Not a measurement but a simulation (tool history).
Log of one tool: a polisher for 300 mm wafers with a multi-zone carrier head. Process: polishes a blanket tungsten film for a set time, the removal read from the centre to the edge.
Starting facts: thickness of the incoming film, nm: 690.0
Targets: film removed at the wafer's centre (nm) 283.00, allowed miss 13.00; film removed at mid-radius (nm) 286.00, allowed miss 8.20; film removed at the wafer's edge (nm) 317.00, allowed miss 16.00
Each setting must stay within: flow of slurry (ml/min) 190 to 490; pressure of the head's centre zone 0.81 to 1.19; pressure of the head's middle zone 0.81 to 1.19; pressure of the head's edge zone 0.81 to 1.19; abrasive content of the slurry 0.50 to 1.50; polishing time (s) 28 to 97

run	hour	flow of slurry (ml/min)	pressure of the head's centre zone	pressure of the head's middle zone	pressure of the head's edge zone	abrasive content of the slurry	polishing time (s)	film removed at the wafer's centre (nm)	film removed at mid-radius (nm)	film removed at the wafer's edge (nm)
1	0.0	315	1.00	1.00	1.00	1.00	62	197.41	200.15	196.28
2	4.6	315	1.00	1.00	1.00	0.85	62	186.85	195.60	192.20
3	6.9	310	0.98	0.99	1.03	0.95	66	207.06	209.31	207.19
4	10.8	380	0.98	0.99	1.03	0.95	66	206.94	211.66	209.15
5	12.0	375	0.95	0.98	1.06	1.00	70	215.07	227.53	232.06
6	20.1	375	0.95	0.95	1.06	1.00	70	221.92	220.77	227.10
7	21.6	370	0.94	0.95	1.08	1.10	72	222.76	232.80	244.40
8	23.4	365	0.96	0.95	1.09	1.15	73	242.38	234.73	248.01
9	25.5	360	0.95	0.95	1.11	1.20	75	241.36	247.43	264.51
10	34.3	355	0.96	0.95	1.12	1.25	76	243.75	248.74	270.81
11	35.3	380	1.02	0.99	1.18	1.50	83	293.00	299.28	312.47
12	37.2	380	1.02	0.99	1.18	1.50	83	300.20	295.65	318.70
13	40.9	380	1.01	0.99	1.18	1.50	83	291.89	296.43	312.77

Consider the 5 candidate settings below. Which is the only one whose results all fall within their allowed miss of target?
A	44.6	350	1.03	1.10	1.13	1.45	84	?	?	?
B	44.6	445	1.12	1.07	1.10	1.45	81	?	?	?
C	44.6	425	1.05	1.02	1.09	1.20	88	?	?	?
D	44.6	425	1.09	1.05	1.10	1.50	77	?	?	?
E	44.6	360	0.99	0.96	1.19	1.40	84	?	?	?

move	film removed at the wafer's centre (nm)	film removed at mid-radius (nm)	film removed at the wafer's edge (nm)
A	295.41	323.28	305.35
B	308.57	310.14	295.11
C	305.65	309.11	305.37
D	288.87	291.48	282.09
E	285.59	286.48	311.75
A: its largest miss is bigger than the last run's
B: its largest miss is bigger than the last run's
C: its largest miss is bigger than the last run's
D: brings the last run's worst result on target, with another outside its allowed miss
E: all results land within tolerance of their targets
Go with E: it meets all targets.

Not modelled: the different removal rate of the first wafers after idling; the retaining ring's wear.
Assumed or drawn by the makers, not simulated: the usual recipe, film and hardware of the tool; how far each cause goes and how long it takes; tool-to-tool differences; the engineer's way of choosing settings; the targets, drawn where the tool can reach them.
